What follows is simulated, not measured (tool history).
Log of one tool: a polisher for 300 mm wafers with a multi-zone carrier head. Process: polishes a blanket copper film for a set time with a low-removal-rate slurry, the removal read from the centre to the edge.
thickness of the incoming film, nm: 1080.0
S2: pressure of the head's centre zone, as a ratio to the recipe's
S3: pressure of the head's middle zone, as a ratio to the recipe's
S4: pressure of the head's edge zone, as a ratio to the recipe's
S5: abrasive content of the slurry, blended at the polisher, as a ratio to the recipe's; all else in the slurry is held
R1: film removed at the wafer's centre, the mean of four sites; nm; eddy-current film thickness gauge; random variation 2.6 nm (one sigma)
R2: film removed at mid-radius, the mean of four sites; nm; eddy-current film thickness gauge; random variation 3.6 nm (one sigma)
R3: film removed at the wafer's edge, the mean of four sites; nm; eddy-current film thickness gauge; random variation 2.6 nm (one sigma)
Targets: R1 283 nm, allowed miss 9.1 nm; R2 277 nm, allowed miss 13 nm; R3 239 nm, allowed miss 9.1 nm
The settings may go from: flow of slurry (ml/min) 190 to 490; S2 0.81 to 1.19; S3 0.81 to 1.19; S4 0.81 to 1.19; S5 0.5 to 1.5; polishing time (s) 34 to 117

Run 1, hour 0: flow of slurry (ml/min) 315, S2 1, S3 1, S4 1, S5 1, polishing time (s) 75. Result: R1 184.28 nm, R2 179.19 nm, R3 178.97 nm.
Run 2, hour 4.8: flow of slurry (ml/min) 315, S2 1, S3 1, S4 1, S5 0.85, polishing time (s) 75. Result: R1 178.35 nm, R2 175.76 nm, R3 172.02 nm.
Run 3, hour 6.5: flow of slurry (ml/min) 325, S2 1.03, S3 1.05, S4 0.99, S5 1, polishing time (s) 79. Result: R1 201.03 nm, R2 200.47 nm, R3 187.08 nm.
Run 4, hour 12: flow of slurry (ml/min) 330, S2 1.06, S3 1.09, S4 1, S5 1.15, polishing time (s) 81. Result: R1 218.25 nm, R2 209.15 nm, R3 196.35 nm.
Run 5, hour 16.4: flow of slurry (ml/min) 340, S2 1.07, S3 1.12, S4 0.99, S5 1.2, polishing time (s) 85. Result: R1 234.28 nm, R2 228.64 nm, R3 213.28 nm.
Run 6, hour 22.7: flow of slurry (ml/min) 340, S2 1, S3 1.12, S4 0.99, S5 1.2, polishing time (s) 85. Result: R1 218.78 nm, R2 224.07 nm, R3 211.19 nm.
Run 7, hour 28.5: flow of slurry (ml/min) 345, S2 1.03, S3 1.14, S4 0.97, S5 1.25, polishing time (s) 88. Result: R1 236.07 nm, R2 241.95 nm, R3 218.71 nm.
Run 8, hour 29.7: flow of slurry (ml/min) 370, S2 1.13, S3 1.19, S4 1.01, S5 1.5, polishing time (s) 90. Result: R1 277.1 nm, R2 261.3 nm, R3 236.64 nm.

Which of these 4 next moves meets every target?
Run A, hour 30.9: flow of slurry (ml/min) 330, S2 1.13, S3 1.19, S4 0.97, S5 1.45, polishing time (s) 95. Result: R1 ?, R2 ?, R3 ?.
Run B, hour 30.9: flow of slurry (ml/min) 380, S2 1.16, S3 1.03, S4 1.1, S5 1.5, polishing time (s) 86. Result: R1 ?, R2 ?, R3 ?.
Run C, hour 30.9: flow of slurry (ml/min) 360, S2 1.19, S3 1.13, S4 1.03, S5 1.5, polishing time (s) 89. Result: R1 ?, R2 ?, R3 ?.
Run D, hour 30.9: flow of slurry (ml/min) 415, S2 1.17, S3 1.02, S4 1.01, S5 1.5, polishing time (s) 89. Result: R1 ?, R2 ?, R3 ?.

move      R1      R2      R3
   A  285.24  275.93  237.19
   B   270.6  236.03  232.61
   C     286  255.16  231.96
   D  284.61  244.76  232.02
A: meets every target
B: further off than the last run
C: further off than the last run
D: further off than the last run
Answer: A

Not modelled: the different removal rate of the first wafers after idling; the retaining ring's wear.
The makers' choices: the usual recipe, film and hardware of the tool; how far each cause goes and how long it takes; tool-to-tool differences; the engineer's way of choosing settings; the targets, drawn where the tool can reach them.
